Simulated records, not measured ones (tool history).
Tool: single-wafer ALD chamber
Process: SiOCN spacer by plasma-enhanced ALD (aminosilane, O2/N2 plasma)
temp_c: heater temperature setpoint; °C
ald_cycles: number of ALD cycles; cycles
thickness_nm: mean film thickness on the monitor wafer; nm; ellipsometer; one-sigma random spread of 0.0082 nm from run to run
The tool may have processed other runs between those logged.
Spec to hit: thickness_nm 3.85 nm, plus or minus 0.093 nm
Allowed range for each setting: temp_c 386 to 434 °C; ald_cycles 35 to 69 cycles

run 1 hour=0 | temp_c=410 ald_cycles=52 | thickness_nm=2.9413
run 2 hour=3.6 | temp_c=407 ald_cycles=56 | thickness_nm=3.2068
run 3 hour=8.5 | temp_c=404 ald_cycles=58 | thickness_nm=3.3319
run 4 hour=12.4 | temp_c=404 ald_cycles=63 | thickness_nm=3.6345
run 5 hour=13.2 | temp_c=404 ald_cycles=60 | thickness_nm=3.4559
run 6 hour=17.3 | temp_c=402 ald_cycles=62 | thickness_nm=3.5997
run 7 hour=23.1 | temp_c=401 ald_cycles=63 | thickness_nm=3.6603
run 8 hour=27.8 | temp_c=400 ald_cycles=64 | thickness_nm=3.7219

Which single option among these 5 for the next run brings every result within its allowed miss of target? Just one does.
run A hour=32.5 | temp_c=396 ald_cycles=59 | thickness_nm=?
run B hour=32.5 | temp_c=395 ald_cycles=62 | thickness_nm=?
run C hour=32.5 | temp_c=396 ald_cycles=66 | thickness_nm=?
run D hour=32.5 | temp_c=400 ald_cycles=61 | thickness_nm=?
run E hour=32.5 | temp_c=394 ald_cycles=63 | thickness_nm=?

move=A thickness_nm=3.4457
move=B thickness_nm=3.6209
move=C thickness_nm=3.8545
move=D thickness_nm=3.5625
move=E thickness_nm=3.6793
A: lands further from the targets than the last run did
B: lands further from the targets than the last run did
C: all results in spec
D: lands further from the targets than the last run did
E: lands further from the targets than the last run did
Correct choice: C, which meets every target

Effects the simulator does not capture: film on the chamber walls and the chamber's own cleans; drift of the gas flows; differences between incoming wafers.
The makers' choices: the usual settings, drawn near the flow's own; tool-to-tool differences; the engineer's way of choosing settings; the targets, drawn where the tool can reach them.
